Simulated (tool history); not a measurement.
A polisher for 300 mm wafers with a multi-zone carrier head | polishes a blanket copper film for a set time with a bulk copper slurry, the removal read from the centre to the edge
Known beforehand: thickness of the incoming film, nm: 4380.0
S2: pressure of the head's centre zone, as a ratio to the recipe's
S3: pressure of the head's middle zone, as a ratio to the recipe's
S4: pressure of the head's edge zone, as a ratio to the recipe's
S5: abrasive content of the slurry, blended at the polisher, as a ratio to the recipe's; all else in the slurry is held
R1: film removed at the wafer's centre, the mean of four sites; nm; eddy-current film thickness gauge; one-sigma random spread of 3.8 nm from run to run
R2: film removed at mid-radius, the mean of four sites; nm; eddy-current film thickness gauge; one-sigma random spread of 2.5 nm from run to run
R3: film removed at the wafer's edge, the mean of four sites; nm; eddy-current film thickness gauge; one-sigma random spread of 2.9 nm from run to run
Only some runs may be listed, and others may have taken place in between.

run 1 hour=0.0 | flow_of_slurry_(ml/min)=290 S2=1.00 S3=1.00 S4=1.00 S5=1.00 polishing_time_(s)=50 | R1=494.46 R2=498.53 R3=486.79
run 2 hour=1.1 | flow_of_slurry_(ml/min)=290 S2=0.97 S3=1.00 S4=1.00 S5=1.00 polishing_time_(s)=50 | R1=489.64 R2=496.14 R3=483.78
run 3 hour=6.3 | flow_of_slurry_(ml/min)=280 S2=0.93 S3=0.96 S4=0.97 S5=0.85 polishing_time_(s)=45 | R1=392.21 R2=420.61 R3=419.20
run 4 hour=14.1 | flow_of_slurry_(ml/min)=280 S2=0.95 S3=0.92 S4=0.94 S5=0.75 polishing_time_(s)=41 | R1=365.72 R2=360.99 R3=371.30
run 5 hour=17.1 | flow_of_slurry_(ml/min)=275 S2=0.94 S3=0.90 S4=0.91 S5=0.65 polishing_time_(s)=39 | R1=330.88 R2=330.46 R3=328.71
run 6 hour=22.9 | flow_of_slurry_(ml/min)=265 S2=0.92 S3=0.87 S4=0.90 S5=0.60 polishing_time_(s)=39 | R1=313.89 R2=308.16 R3=320.52

What does the tool deliver on the next run?
run 7 hour=26.3 | flow_of_slurry_(ml/min)=250 S2=0.91 S3=0.86 S4=0.89 S5=0.60 polishing_time_(s)=39 | R1=? R2=? R3=?

R1: 311.93 nm
R2: 311.13 nm
R3: 321.28 nm

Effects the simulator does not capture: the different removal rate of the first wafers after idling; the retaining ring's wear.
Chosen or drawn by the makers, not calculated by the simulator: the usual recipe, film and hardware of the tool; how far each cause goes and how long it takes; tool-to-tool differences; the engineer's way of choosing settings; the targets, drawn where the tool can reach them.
